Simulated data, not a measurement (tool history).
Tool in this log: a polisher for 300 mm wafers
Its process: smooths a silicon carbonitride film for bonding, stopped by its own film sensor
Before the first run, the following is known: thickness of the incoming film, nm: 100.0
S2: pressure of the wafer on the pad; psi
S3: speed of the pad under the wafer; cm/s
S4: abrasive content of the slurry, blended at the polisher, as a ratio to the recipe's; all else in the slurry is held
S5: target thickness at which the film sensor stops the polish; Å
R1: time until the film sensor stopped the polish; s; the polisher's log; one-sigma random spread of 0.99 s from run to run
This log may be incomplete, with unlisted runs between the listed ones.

Run 1, day 0: flow of slurry (ml/min) 270, S2 2.4 psi, S3 70 cm/s, S4 1, S5 870 Å. Result: R1 68.667 s.
Run 2, day 0.317: flow of slurry (ml/min) 330, S2 2.4 psi, S3 70 cm/s, S4 1, S5 870 Å. Result: R1 67.672 s.
Run 3, day 0.521: flow of slurry (ml/min) 290, S2 2.4 psi, S3 70 cm/s, S4 1, S5 870 Å. Result: R1 68.2 s.
Run 4, day 0.579: flow of slurry (ml/min) 290, S2 2.4 psi, S3 78 cm/s, S4 1, S5 870 Å. Result: R1 64.152 s.
Run 5, day 0.829: flow of slurry (ml/min) 290, S2 2.2 psi, S3 78 cm/s, S4 1, S5 870 Å. Result: R1 67.91 s.
Run 6, day 0.942: flow of slurry (ml/min) 290, S2 2.1 psi, S3 78 cm/s, S4 1, S5 870 Å. Result: R1 70 s.
Run 7, day 1.042: flow of slurry (ml/min) 290, S2 2 psi, S3 78 cm/s, S4 1, S5 870 Å. Result: R1 71.73 s.
Run 8, day 1.325: flow of slurry (ml/min) 290, S2 1.9 psi, S3 78 cm/s, S4 1, S5 870 Å. Result: R1 77.082 s.

The next listed run, before its measurement:
Run 9, day 1.483: flow of slurry (ml/min) 290, S2 1.8 psi, S3 78 cm/s, S4 1, S5 870 Å. Result: R1 ?.

Logged for run 9: R1 78.936 s.
